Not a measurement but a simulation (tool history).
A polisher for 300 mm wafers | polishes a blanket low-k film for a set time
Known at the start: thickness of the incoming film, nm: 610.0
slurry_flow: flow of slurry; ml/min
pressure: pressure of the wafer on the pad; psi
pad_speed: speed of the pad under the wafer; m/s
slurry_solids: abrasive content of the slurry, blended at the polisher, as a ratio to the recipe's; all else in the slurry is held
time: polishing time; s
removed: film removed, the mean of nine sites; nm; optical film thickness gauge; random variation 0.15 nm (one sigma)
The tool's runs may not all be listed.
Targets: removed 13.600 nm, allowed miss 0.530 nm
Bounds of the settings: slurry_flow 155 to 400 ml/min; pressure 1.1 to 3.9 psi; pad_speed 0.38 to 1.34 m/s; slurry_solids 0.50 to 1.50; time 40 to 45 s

run 1 hour=0.0 | slurry_flow=255 pressure=2.5 pad_speed=0.86 slurry_solids=1.00 time=45 | removed=19.815
run 2 hour=1.5 | slurry_flow=255 pressure=2.4 pad_speed=0.86 slurry_solids=1.00 time=45 | removed=18.881
run 3 hour=7.2 | slurry_flow=305 pressure=2.4 pad_speed=0.86 slurry_solids=1.00 time=45 | removed=19.373
run 4 hour=9.7 | slurry_flow=305 pressure=2.3 pad_speed=0.86 slurry_solids=1.00 time=45 | removed=18.076
run 5 hour=18.0 | slurry_flow=305 pressure=2.2 pad_speed=0.86 slurry_solids=1.00 time=45 | removed=17.198
run 6 hour=19.4 | slurry_flow=365 pressure=2.2 pad_speed=0.86 slurry_solids=1.00 time=45 | removed=17.888
run 7 hour=27.5 | slurry_flow=365 pressure=2.1 pad_speed=0.86 slurry_solids=1.00 time=45 | removed=17.025
run 8 hour=32.8 | slurry_flow=365 pressure=2.0 pad_speed=0.86 slurry_solids=1.00 time=45 | removed=16.038
run 9 hour=41.0 | slurry_flow=365 pressure=1.8 pad_speed=0.86 slurry_solids=1.00 time=45 | removed=14.653

4 next moves are on the table. One of them brings every result within its allowed miss. Which?
run A hour=49.2 | slurry_flow=335 pressure=1.6 pad_speed=0.86 slurry_solids=1.05 time=43 | removed=?
run B hour=49.2 | slurry_flow=390 pressure=1.4 pad_speed=1.02 slurry_solids=1.00 time=45 | removed=?
run C hour=49.2 | slurry_flow=350 pressure=1.7 pad_speed=0.92 slurry_solids=1.00 time=43 | removed=?
run D hour=49.2 | slurry_flow=360 pressure=1.7 pad_speed=0.72 slurry_solids=1.15 time=40 | removed=?

move=A removed=12.627
move=B removed=12.516
move=C removed=13.539
move=D removed=12.039
A: takes the result that was furthest off past its target
B: takes the result that was furthest off past its target
C: meets every target
D: takes the result that was furthest off past its target
Move C is the one to make.
